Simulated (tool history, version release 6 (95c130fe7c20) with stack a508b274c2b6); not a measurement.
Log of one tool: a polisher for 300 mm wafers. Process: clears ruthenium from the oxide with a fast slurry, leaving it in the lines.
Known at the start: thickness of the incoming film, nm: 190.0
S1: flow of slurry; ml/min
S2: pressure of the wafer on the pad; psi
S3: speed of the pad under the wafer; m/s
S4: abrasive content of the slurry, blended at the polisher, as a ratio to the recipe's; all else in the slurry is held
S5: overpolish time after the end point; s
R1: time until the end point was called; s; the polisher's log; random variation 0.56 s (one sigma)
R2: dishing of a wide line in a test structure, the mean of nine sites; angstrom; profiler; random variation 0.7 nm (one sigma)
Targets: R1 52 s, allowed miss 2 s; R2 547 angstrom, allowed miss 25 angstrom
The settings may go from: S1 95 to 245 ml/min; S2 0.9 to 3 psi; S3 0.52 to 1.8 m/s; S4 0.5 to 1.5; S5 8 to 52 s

{"run": 1, "day": 0.0, "S1": 155, "S2": 1.9, "S3": 1.16, "S4": 1, "S5": 26, "R1": 70.359, "R2": 401.25}
{"run": 2, "day": 0.258, "S1": 155, "S2": 1.6, "S3": 1.16, "S4": 1, "S5": 26, "R1": 82.15, "R2": 359.34}
{"run": 3, "day": 0.308, "S1": 155, "S2": 1.6, "S3": 1.16, "S4": 1, "S5": 32, "R1": 82.233, "R2": 413.79}
{"run": 4, "day": 0.654, "S1": 155, "S2": 1.6, "S3": 1.16, "S4": 1.15, "S5": 32, "R1": 75.673, "R2": 416.25}
{"run": 5, "day": 0.933, "S1": 155, "S2": 1.6, "S3": 1.16, "S4": 1.05, "S5": 32, "R1": 80.016, "R2": 425}
{"run": 6, "day": 1.092, "S1": 140, "S2": 1.6, "S3": 1.16, "S4": 1.05, "S5": 32, "R1": 82.425, "R2": 417.75}
{"run": 7, "day": 1.158, "S1": 145, "S2": 1.7, "S3": 1.16, "S4": 1.05, "S5": 32, "R1": 78.628, "R2": 424.01}
{"run": 8, "day": 1.454, "S1": 155, "S2": 1.8, "S3": 1.16, "S4": 1.05, "S5": 32, "R1": 71.783, "R2": 437.88}
{"run": 9, "day": 1.8, "S1": 160, "S2": 1.9, "S3": 1.16, "S4": 1.05, "S5": 33, "R1": 69.119, "R2": 464.81}
{"run": 10, "day": 1.988, "S1": 165, "S2": 2, "S3": 1.16, "S4": 1.05, "S5": 33, "R1": 64.675, "R2": 474.18}

Which of these 5 next moves meets every target?
{"run": "A", "day": 2.175, "S1": 135, "S2": 2.4, "S3": 1.26, "S4": 1.2, "S5": 37, "R1": "?", "R2": "?"}
{"run": "B", "day": 2.175, "S1": 235, "S2": 2, "S3": 1.46, "S4": 0.95, "S5": 38, "R1": "?", "R2": "?"}
{"run": "C", "day": 2.175, "S1": 160, "S2": 1.7, "S3": 1, "S4": 0.9, "S5": 40, "R1": "?", "R2": "?"}
{"run": "D", "day": 2.175, "S1": 205, "S2": 2.5, "S3": 0.78, "S4": 0.75, "S5": 38, "R1": "?", "R2": "?"}
{"run": "E", "day": 2.175, "S1": 170, "S2": 2.1, "S3": 1.38, "S4": 1.25, "S5": 17, "R1": "?", "R2": "?"}

move=A R1=48.12 R2=554.22
move=B R1=51.938 R2=546.33
move=C R1=95.642 R2=433.78
move=D R1=91.19 R2=432.96
move=E R1=47.295 R2=399.14
A: takes the result that was furthest off past its target
B: meets every target
C: further off than the last run
D: further off than the last run
E: takes the result that was furthest off past its target
Answer: B
